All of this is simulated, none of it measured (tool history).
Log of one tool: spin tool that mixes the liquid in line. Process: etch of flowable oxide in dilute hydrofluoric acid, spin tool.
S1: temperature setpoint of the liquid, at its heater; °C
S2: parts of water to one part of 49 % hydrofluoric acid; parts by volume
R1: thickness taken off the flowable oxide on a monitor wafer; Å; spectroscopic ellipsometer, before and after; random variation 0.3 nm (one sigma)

{"run": 1, "hour": 0.0, "S1": 23.0, "S2": 125, "time under the liquid (s)": 70, "R1": 214.95}
{"run": 2, "hour": 8.9, "S1": 25.0, "S2": 115, "time under the liquid (s)": 70, "R1": 259.95}
{"run": 3, "hour": 12.8, "S1": 26.5, "S2": 110, "time under the liquid (s)": 70, "R1": 286.99}
{"run": 4, "hour": 19.7, "S1": 26.5, "S2": 110, "time under the liquid (s)": 70, "R1": 287.07}
{"run": 5, "hour": 22.7, "S1": 27.5, "S2": 105, "time under the liquid (s)": 70, "R1": 315.05}
{"run": 6, "hour": 28.2, "S1": 27.5, "S2": 85, "time under the liquid (s)": 70, "R1": 399.48}
{"hour": 34.8, "done": "hydrofluoric acid flow meter replaced"}
{"run": 7, "hour": 34.8, "S1": 27.0, "S2": 85, "time under the liquid (s)": 70, "R1": 425.13}
{"run": 8, "hour": 41.3, "S1": 27.0, "S2": 85, "time under the liquid (s)": 70, "R1": 427.15}
{"run": 9, "hour": 49.8, "S1": 26.0, "S2": 85, "time under the liquid (s)": 70, "R1": 406.72}

Forecast run 10:
{"run": 10, "hour": 57.3, "S1": 25.5, "S2": 85, "time under the liquid (s)": 70, "R1": "?"}

{"run 10": {"R1": 403.12}}

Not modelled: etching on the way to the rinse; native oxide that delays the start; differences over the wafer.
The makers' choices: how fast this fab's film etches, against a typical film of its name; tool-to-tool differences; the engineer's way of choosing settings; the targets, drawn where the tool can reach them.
